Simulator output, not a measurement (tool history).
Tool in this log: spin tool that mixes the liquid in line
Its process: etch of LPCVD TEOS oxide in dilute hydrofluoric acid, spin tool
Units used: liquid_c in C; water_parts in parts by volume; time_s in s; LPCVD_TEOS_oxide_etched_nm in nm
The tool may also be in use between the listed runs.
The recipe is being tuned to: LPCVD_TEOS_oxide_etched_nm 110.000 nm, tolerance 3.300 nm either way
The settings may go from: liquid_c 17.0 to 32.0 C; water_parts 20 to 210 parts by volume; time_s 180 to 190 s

run,day,liquid_c,water_parts,time_s,LPCVD_TEOS_oxide_etched_nm
1,0.000,24.0,115,180,63.301
2,0.083,24.0,155,180,44.834
3,0.438,24.0,195,180,34.327
4,0.683,25.5,170,180,42.217
5,1.050,23.0,170,180,38.735
6,1.138,25.0,150,180,48.767
7,1.367,29.0,100,180,89.134
8,1.588,32.0,85,180,120.500
9,1.838,31.5,85,180,118.340

Next run, 4 choices. One meets every target within its allowed miss, the rest don't. Which?
A,2.088,31.5,90,180,?
B,2.088,31.0,95,180,?
C,2.088,32.0,90,190,?
D,2.088,29.5,90,180,?

move,LPCVD_TEOS_oxide_etched_nm
A,112.710
B,104.040
C,121.210
D,104.540
A: every result lands within tolerance
B: moves the result that the last run missed by most past its target, out the other side
C: its largest miss is bigger than the last run's
D: moves the result that the last run missed by most past its target, out the other side
The right move is A.

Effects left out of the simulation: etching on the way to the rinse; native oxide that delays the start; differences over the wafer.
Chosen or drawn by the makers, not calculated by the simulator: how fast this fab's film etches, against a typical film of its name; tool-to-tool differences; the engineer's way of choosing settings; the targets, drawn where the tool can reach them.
